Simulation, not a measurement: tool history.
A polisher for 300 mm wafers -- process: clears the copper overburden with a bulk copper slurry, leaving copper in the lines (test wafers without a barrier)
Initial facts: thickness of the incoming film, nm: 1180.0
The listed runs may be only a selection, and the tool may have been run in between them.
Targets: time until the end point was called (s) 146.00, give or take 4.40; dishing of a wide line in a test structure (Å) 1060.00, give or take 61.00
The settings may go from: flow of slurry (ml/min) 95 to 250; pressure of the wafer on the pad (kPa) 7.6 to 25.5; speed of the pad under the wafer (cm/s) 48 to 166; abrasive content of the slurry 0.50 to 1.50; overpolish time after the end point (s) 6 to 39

| run | hour | flow of slurry (ml/min) | pressure of the wafer on the pad (kPa) | speed of the pad under the wafer (cm/s) | abrasive content of the slurry | overpolish time after the end point (s) | time until the end point was called (s) | dishing of a wide line in a test structure (Å) |
|---|---|---|---|---|---|---|---|---|
| 1 | 0.0 | 160 | 16.5 | 106 | 1.00 | 20 | 125.15 | 996.64 |
| 2 | 1.9 | 160 | 16.5 | 106 | 1.00 | 13 | 126.69 | 749.35 |
| 3 | 5.0 | 160 | 16.5 | 106 | 1.00 | 20 | 125.96 | 1020.80 |
| 4 | 11.4 | 180 | 16.5 | 106 | 1.00 | 20 | 123.34 | 994.99 |
| 5 | 19.1 | 170 | 15.9 | 106 | 1.00 | 21 | 128.89 | 1014.00 |
| 6 | 25.3 | 170 | 15.9 | 106 | 1.00 | 28 | 128.96 | 1186.80 |
| 7 | 28.4 | 165 | 15.2 | 106 | 1.00 | 28 | 135.77 | 1143.30 |
| 8 | 35.5 | 155 | 15.2 | 106 | 1.00 | 28 | 135.46 | 1161.40 |

Below are 4 possible settings for the next run. Only one of them brings all results inside the allowed miss of their targets. Which is it?
| A | 42.6 | 160 | 15.9 | 100 | 1.05 | 29 | ? | ? |
| B | 42.6 | 165 | 18.6 | 84 | 0.95 | 32 | ? | ? |
| C | 42.6 | 195 | 13.8 | 112 | 0.95 | 32 | ? | ? |
| D | 42.6 | 125 | 12.4 | 130 | 0.75 | 26 | ? | ? |

| move | time until the end point was called (s) | dishing of a wide line in a test structure (Å) |
|---|---|---|
| A | 136.67 | 1171.50 |
| B | 147.33 | 1216.30 |
| C | 136.52 | 1200.00 |
| D | 146.57 | 1026.70 |
A: an improvement on the last run, though not all results are within tolerance
B: gets the furthest-off result to its target, but another result is out of tolerance
C: neither nearer nor further off than the last run
D: in spec on every target
Correct choice: D, which meets every target
